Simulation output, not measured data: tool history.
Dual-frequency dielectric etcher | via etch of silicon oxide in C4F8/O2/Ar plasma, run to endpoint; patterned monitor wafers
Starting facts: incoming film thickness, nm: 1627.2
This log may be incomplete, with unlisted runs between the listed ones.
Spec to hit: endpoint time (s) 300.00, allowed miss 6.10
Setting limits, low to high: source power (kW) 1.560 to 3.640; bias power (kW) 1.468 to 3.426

run,hour,source power (kW),bias power (kW),endpoint time (s)
1,0.0,2.600,2.447,262.25
2,8.0,2.600,2.734,253.16
3,9.9,2.470,2.698,258.89
4,17.1,2.470,2.532,264.33
5,18.8,2.050,2.532,280.93
6,24.5,2.330,2.532,269.23
7,28.4,2.240,2.510,272.79
8,29.5,2.160,2.488,276.90
9,38.2,2.090,2.471,279.79
10,41.5,2.090,2.471,282.41
11,42.6,2.090,2.471,281.68
12,46.2,2.040,2.460,281.96
13,51.1,1.990,2.445,286.18

Which of these 5 next moves meets every target?
A,56.0,1.790,2.086,?
B,56.0,1.800,2.007,?
C,56.0,1.950,1.827,?
D,56.0,1.750,2.002,?
E,56.0,1.770,2.315,?

move,endpoint time (s)
A,310.59
B,313.81
C,315.33
D,316.66
E,301.59
A: takes the result that was furthest off past its target
B: takes the result that was furthest off past its target
C: takes the result that was furthest off past its target
D: takes the result that was furthest off past its target
E: all results land within tolerance of their targets
E is the move that brings every result within its allowed miss.
